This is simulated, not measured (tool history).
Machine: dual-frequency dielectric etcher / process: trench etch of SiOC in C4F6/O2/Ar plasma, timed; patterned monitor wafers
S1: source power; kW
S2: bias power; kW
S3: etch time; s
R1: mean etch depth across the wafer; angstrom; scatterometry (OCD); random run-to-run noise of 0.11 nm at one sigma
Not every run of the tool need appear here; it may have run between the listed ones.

run,day,S1,S2,S3,R1
1,0.000,0.390,0.244,29.5,638.37
2,0.238,0.330,0.244,29.5,596.77
3,0.317,0.330,0.244,30.5,617.65
4,0.504,0.310,0.227,30.5,589.43
5,0.550,0.310,0.206,30.5,569.63
6,0.812,0.310,0.206,30.5,573.03
7,1.125,0.290,0.197,30.5,549.79
8,1.383,0.280,0.191,30.5,539.13
9,1.508,0.230,0.160,30.5,471.71

Predict the results of run 10:
10,1.692,0.240,0.160,30.5,?

For run 10 the tool returned R1 481.80 angstrom.
